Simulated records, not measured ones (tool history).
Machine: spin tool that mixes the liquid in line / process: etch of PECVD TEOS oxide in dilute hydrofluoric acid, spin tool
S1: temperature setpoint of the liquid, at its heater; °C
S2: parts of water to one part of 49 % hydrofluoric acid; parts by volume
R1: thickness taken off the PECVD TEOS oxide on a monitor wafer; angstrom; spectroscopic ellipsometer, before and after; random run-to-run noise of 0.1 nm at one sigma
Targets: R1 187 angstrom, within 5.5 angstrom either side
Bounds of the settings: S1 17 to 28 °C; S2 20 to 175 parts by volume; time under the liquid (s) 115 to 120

{"run": 1, "hour": 0.0, "S1": 20, "S2": 95, "time under the liquid (s)": 115, "R1": 121.43}
{"run": 2, "hour": 2.0, "S1": 22.5, "S2": 95, "time under the liquid (s)": 115, "R1": 134.71}
{"run": 3, "hour": 9.1, "S1": 24, "S2": 90, "time under the liquid (s)": 115, "R1": 152.65}
{"run": 4, "hour": 10.6, "S1": 24, "S2": 125, "time under the liquid (s)": 115, "R1": 103.55}
{"run": 5, "hour": 11.3, "S1": 25, "S2": 115, "time under the liquid (s)": 115, "R1": 118.44}
{"run": 6, "hour": 14.0, "S1": 25.5, "S2": 105, "time under the liquid (s)": 115, "R1": 134.65}
{"run": 7, "hour": 19.3, "S1": 26, "S2": 100, "time under the liquid (s)": 115, "R1": 145.34}
{"run": 8, "hour": 25.6, "S1": 26.5, "S2": 95, "time under the liquid (s)": 115, "R1": 157.84}
{"run": 9, "hour": 33.1, "S1": 27, "S2": 90, "time under the liquid (s)": 115, "R1": 170.32}
{"hour": 36.0, "done": "thermometer replaced"}
{"run": 10, "hour": 36.0, "S1": 27.5, "S2": 85, "time under the liquid (s)": 115, "R1": 170.71}
{"run": 11, "hour": 41.8, "S1": 28, "S2": 75, "time under the liquid (s)": 115, "R1": 199.17}
{"run": 12, "hour": 43.2, "S1": 27.5, "S2": 75, "time under the liquid (s)": 115, "R1": 195.07}

Which of these 5 next moves meets every target?
{"run": "A", "hour": 44.6, "S1": 27, "S2": 80, "time under the liquid (s)": 120, "R1": "?"}
{"run": "B", "hour": 44.6, "S1": 27, "S2": 80, "time under the liquid (s)": 115, "R1": "?"}
{"run": "C", "hour": 44.6, "S1": 24.5, "S2": 75, "time under the liquid (s)": 115, "R1": "?"}
{"run": "D", "hour": 44.6, "S1": 25.5, "S2": 70, "time under the liquid (s)": 120, "R1": "?"}
{"run": "E", "hour": 44.6, "S1": 28, "S2": 75, "time under the liquid (s)": 120, "R1": "?"}

move=A R1=187.22
move=B R1=179.42
move=C R1=174.46
move=D R1=204.37
move=E R1=209.11
A: all results land within tolerance of their targets
B: moves the result that the last run missed by most past its target, out the other side
C: moves the result that the last run missed by most past its target, out the other side
D: further off than the last run
E: further off than the last run
So the answer is move A, the one that meets all the targets.
